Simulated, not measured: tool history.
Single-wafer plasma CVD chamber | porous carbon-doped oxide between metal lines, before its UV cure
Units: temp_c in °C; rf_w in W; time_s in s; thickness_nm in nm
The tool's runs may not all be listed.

run 1 hour=0.0 | temp_c=280 rf_w=530 time_s=13.6 | thickness_nm=91.677
run 2 hour=3.2 | temp_c=280 rf_w=490 time_s=13.6 | thickness_nm=87.191
run 3 hour=5.1 | temp_c=280 rf_w=490 time_s=13.6 | thickness_nm=87.537
run 4 hour=13.8 | temp_c=285 rf_w=485 time_s=13.6 | thickness_nm=82.484
run 5 hour=18.0 | temp_c=287 rf_w=485 time_s=13.6 | thickness_nm=82.077
run 6 hour=21.3 | temp_c=277 rf_w=485 time_s=13.6 | thickness_nm=87.990

The next listed run, before its measurement:
run 7 hour=22.0 | temp_c=282 rf_w=480 time_s=13.6 | thickness_nm=?

Run 7 gave thickness_nm 84.550 nm.
